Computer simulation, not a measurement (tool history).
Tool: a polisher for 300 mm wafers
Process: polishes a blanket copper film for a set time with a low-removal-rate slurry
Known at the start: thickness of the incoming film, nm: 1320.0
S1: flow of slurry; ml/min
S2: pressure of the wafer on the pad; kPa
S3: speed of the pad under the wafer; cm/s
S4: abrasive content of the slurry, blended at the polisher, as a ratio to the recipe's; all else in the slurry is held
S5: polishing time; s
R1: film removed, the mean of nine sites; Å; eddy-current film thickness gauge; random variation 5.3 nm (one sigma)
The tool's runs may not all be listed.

Run 1, day 0.000: S1 245 ml/min, S2 19.3 kPa, S3 102 cm/s, S4 1.0, S5 93 s. Result: R1 2380.6 Å.
Run 2, day 0.325: S1 245 ml/min, S2 20.0 kPa, S3 102 cm/s, S4 1.0, S5 93 s. Result: R1 2453.4 Å.
Run 3, day 0.425: S1 245 ml/min, S2 20.0 kPa, S3 102 cm/s, S4 0.9, S5 93 s. Result: R1 2448.2 Å.
Run 4, day 0.683: S1 245 ml/min, S2 20.0 kPa, S3 102 cm/s, S4 0.7, S5 93 s. Result: R1 2357.1 Å.
Run 5, day 1.000: S1 245 ml/min, S2 20.0 kPa, S3 102 cm/s, S4 0.8, S5 93 s. Result: R1 2397.0 Å.
Run 6, day 1.088: S1 245 ml/min, S2 20.7 kPa, S3 102 cm/s, S4 0.8, S5 93 s. Result: R1 2489.5 Å.
Run 7, day 1.271: S1 245 ml/min, S2 21.4 kPa, S3 102 cm/s, S4 0.8, S5 93 s. Result: R1 2554.6 Å.
Run 8, day 1.538: S1 245 ml/min, S2 22.1 kPa, S3 102 cm/s, S4 0.8, S5 93 s. Result: R1 2623.0 Å.
Run 9, day 1.700: S1 245 ml/min, S2 22.8 kPa, S3 102 cm/s, S4 0.8, S5 93 s. Result: R1 2660.0 Å.
Run 10, day 1.971: S1 245 ml/min, S2 23.4 kPa, S3 102 cm/s, S4 0.8, S5 93 s. Result: R1 2764.6 Å.

Forecast run 11:
Run 11, day 2.192: S1 245 ml/min, S2 24.1 kPa, S3 102 cm/s, S4 0.8, S5 93 s. Result: R1 ?.

{"run 11": {"R1": 2938.1}}
